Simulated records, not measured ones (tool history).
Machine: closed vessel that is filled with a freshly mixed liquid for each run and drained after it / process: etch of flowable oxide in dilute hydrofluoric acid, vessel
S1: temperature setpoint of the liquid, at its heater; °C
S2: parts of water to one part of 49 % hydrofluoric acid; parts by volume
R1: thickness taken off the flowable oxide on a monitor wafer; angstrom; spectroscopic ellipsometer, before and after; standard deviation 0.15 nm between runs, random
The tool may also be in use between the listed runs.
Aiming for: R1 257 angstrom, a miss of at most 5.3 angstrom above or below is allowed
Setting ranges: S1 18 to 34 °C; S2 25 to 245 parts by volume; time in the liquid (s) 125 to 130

run 1 hour=0 | S1=26 S2=135 time_in_the_liquid_(s)=125 | R1=363.76
run 2 hour=2.4 | S1=24.5 S2=135 time_in_the_liquid_(s)=125 | R1=344.93
run 3 hour=5.8 | S1=21 S2=135 time_in_the_liquid_(s)=125 | R1=301.93
run 4 hour=8.9 | S1=20.5 S2=135 time_in_the_liquid_(s)=125 | R1=291.52
run 5 hour=11.4 | S1=20 S2=135 time_in_the_liquid_(s)=125 | R1=292
run 6 hour=13.7 | S1=20 S2=135 time_in_the_liquid_(s)=130 | R1=295.64
run 7 hour=17.7 | S1=19.5 S2=135 time_in_the_liquid_(s)=130 | R1=295.56
run 8 hour=22 | S1=18.5 S2=140 time_in_the_liquid_(s)=130 | R1=270.16
run 9 hour=28.7 | S1=18 S2=140 time_in_the_liquid_(s)=130 | R1=263.47

Of the 4 settings listed for the next run, only one would bring every result within its allowed miss of target. Which one?
run A hour=35.4 | S1=18.5 S2=135 time_in_the_liquid_(s)=125 | R1=?
run B hour=35.4 | S1=20.5 S2=165 time_in_the_liquid_(s)=130 | R1=?
run C hour=35.4 | S1=19 S2=150 time_in_the_liquid_(s)=125 | R1=?
run D hour=35.4 | S1=18 S2=145 time_in_the_liquid_(s)=130 | R1=?

move=A R1=269.73
move=B R1=241.07
move=C R1=243.96
move=D R1=253.33
A: moves away from the targets compared with the last run
B: takes the biggest miss from the last run beyond its target
C: takes the biggest miss from the last run beyond its target
D: all results land within tolerance of their targets
D is the move that brings every result within its allowed miss.
